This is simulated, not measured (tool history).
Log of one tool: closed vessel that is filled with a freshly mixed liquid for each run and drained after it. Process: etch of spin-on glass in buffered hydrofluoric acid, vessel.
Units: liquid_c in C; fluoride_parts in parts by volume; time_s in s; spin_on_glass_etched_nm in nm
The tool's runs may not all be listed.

| run | hour | liquid_c | fluoride_parts | time_s | spin_on_glass_etched_nm |
|---|---|---|---|---|---|
| 1 | 0.0 | 23.0 | 23.5 | 100 | 144.74 |
| 2 | 7.6 | 24.0 | 21.5 | 100 | 165.12 |
| 3 | 11.1 | 24.0 | 21.5 | 105 | 170.45 |
| 4 | 17.2 | 24.0 | 17.0 | 105 | 213.67 |
|  | 25.2 | hydrofluoric acid flow meter replaced |
| 5 | 25.2 | 25.0 | 16.5 | 105 | 215.77 |
| 6 | 27.9 | 25.0 | 19.0 | 105 | 187.46 |
| 7 | 35.3 | 24.0 | 17.5 | 105 | 194.70 |
| 8 | 44.0 | 25.0 | 16.5 | 105 | 215.72 |
| 9 | 46.9 | 25.5 | 15.5 | 105 | 239.85 |
| 10 | 47.9 | 26.0 | 15.5 | 105 | 241.56 |
| 11 | 51.0 | 26.5 | 15.0 | 105 | 255.08 |

The next listed run, before its measurement:
| 12 | 58.4 | 27.0 | 15.0 | 105 | ? |

Run 12 gave spin_on_glass_etched_nm 268.63 nm.

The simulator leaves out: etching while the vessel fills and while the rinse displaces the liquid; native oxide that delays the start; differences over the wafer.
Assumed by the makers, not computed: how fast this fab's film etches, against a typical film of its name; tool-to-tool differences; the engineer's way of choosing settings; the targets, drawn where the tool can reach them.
